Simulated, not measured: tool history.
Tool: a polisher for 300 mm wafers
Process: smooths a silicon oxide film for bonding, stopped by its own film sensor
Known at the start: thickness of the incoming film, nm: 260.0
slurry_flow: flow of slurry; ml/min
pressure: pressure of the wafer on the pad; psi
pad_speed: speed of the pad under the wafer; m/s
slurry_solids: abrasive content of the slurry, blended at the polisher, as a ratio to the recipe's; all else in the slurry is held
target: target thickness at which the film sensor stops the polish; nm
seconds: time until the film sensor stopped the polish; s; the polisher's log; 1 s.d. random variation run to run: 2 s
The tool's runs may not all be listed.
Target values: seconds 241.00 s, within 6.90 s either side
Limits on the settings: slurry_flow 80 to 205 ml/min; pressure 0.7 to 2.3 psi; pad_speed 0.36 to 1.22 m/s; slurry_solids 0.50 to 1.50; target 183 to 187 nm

run,hour,slurry_flow,pressure,pad_speed,slurry_solids,target,seconds
1,0.0,135,1.5,0.78,1.00,187,162.69
2,2.8,135,1.3,0.78,1.00,187,184.46
3,10.7,135,1.3,0.78,0.80,187,204.78
4,17.2,150,1.3,0.78,0.80,187,201.09
5,24.4,150,1.3,0.78,0.95,187,185.49
6,28.8,150,1.2,0.78,0.95,187,200.63
7,34.4,145,1.1,0.78,0.95,187,222.65
8,41.2,140,1.1,0.78,0.95,187,219.35
9,41.8,140,0.9,0.78,0.95,187,267.15
10,50.8,140,0.9,0.78,0.95,187,272.32
11,58.9,150,0.9,0.78,0.95,187,266.77

Below are 5 possible settings for the next run. Only one of them brings all results inside the allowed miss of their targets. Which is it?
A,67.0,145,0.8,1.14,1.00,186,?
B,67.0,165,0.9,0.72,0.95,187,?
C,67.0,135,0.9,0.78,0.90,183,?
D,67.0,160,0.9,1.02,0.75,187,?
E,67.0,150,0.9,0.88,0.95,183,?

move,seconds
A,227.11
B,277.89
C,294.77
D,243.25
E,258.82
A: pushes the last run's worst result past its target
B: lands further from the targets than the last run did
C: lands further from the targets than the last run did
D: every result within its allowed miss
E: moves toward the targets from the last run without getting all of them in spec
Move D is the one to make.
